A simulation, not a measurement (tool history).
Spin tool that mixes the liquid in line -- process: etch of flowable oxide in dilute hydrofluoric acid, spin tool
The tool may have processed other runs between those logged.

run,hour,temperature setpoint of the liquid (C),parts of water to one part of 49 % hydrofluoric acid (parts by volume),time under the liquid (s),thickness taken off the flowable oxide on a monitor wafer (angstrom)
1,0.0,25.0,110,295,653.13
2,5.8,27.5,110,295,707.81
3,14.0,27.5,110,315,755.51
4,20.9,25.0,110,315,699.08
5,29.4,23.5,110,315,658.57
6,34.3,25.0,110,315,691.06
7,37.2,23.5,110,315,649.76
8,43.0,22.5,110,315,628.74
9,48.9,22.0,110,315,618.10
10,50.9,22.0,110,315,616.32
11,56.6,21.5,110,315,601.90

Estimate the outcome of run 12 from the log above:
12,59.8,21.0,110,315,?

Run 12 came out at thickness taken off the flowable oxide on a monitor wafer (angstrom) 588.32.
